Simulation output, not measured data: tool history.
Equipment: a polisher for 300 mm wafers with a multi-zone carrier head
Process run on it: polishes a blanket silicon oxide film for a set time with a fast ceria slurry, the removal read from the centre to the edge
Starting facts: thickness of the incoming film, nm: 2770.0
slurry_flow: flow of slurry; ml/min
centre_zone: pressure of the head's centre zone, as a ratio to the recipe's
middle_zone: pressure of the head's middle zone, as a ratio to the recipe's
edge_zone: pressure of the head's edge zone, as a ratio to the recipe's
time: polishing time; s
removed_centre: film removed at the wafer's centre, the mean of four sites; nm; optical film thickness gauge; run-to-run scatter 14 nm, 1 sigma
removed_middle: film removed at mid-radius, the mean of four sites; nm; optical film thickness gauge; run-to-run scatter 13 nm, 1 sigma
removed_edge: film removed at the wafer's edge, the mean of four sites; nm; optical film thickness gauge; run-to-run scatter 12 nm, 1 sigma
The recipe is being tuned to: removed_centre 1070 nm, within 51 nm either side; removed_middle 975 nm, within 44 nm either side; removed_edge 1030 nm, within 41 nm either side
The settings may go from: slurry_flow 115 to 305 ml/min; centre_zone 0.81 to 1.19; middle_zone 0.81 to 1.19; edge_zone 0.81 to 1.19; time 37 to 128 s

run  hour  slurry_flow  centre_zone  middle_zone  edge_zone  time  removed_centre  removed_middle  removed_edge
  1     0          195            1            1          1    82          742.63          836.63        845.06
  2   3.5          195            1         1.04          1    82          743.18          866.55        832.79
  3   4.4          205         1.05         1.03       1.02    85          831.29          895.99        864.57
  4   7.3          180         1.05         1.03       1.02    85          801.45          891.78        841.35
  5   8.2          205         1.07         1.01       1.04    88          894.01          923.56        914.06
  6  11.9          205         1.07         1.01       1.12    88          870.17          919.84        929.11
  7  17.7          220         1.09            1       1.13    89          906.33          914.83         950.5
  8  18.6          230         1.11            1       1.13    90          908.53          957.11        965.96
  9    20          220         1.13         0.98       1.13    92          973.16          955.14        997.22
 10    25          220         1.15         0.97       1.13    93          990.08          947.25        1007.5
     30.8  -- centre zone pressure recalibrated
 11  30.8          220         1.16         0.97       1.12    94          1127.3          977.58        1006.4
 12  32.2          220         1.15         0.97       1.12    94          1131.5          982.69        1001.7

Exactly one of the 5 candidate moves below puts every result within its allowed miss. Which one?
  A  33.6          225         1.15          0.9       1.15   101               ?               ?             ?
  B  33.6          160          1.1         1.07       1.11    99               ?               ?             ?
  C  33.6          240         1.17         0.95       1.13    95               ?               ?             ?
  D  33.6          270         1.08         0.96       1.13    95               ?               ?             ?
  E  33.6          220         1.17         1.05       1.03    89               ?               ?             ?

move  removed_centre  removed_middle  removed_edge
   A            1228          970.82        1084.6
   B          1102.2          1056.1        1014.9
   C          1184.5           961.1        1017.3
   D          1107.1          981.35        1026.2
   E          1099.2          969.93        910.88
A: moves away from the targets compared with the last run
B: gets the furthest-off result to its target, but another result is out of tolerance
C: moves away from the targets compared with the last run
D: all results land within tolerance of their targets
E: gets the furthest-off result to its target, but another result is out of tolerance
So the answer is move D, the one that meets all the targets.

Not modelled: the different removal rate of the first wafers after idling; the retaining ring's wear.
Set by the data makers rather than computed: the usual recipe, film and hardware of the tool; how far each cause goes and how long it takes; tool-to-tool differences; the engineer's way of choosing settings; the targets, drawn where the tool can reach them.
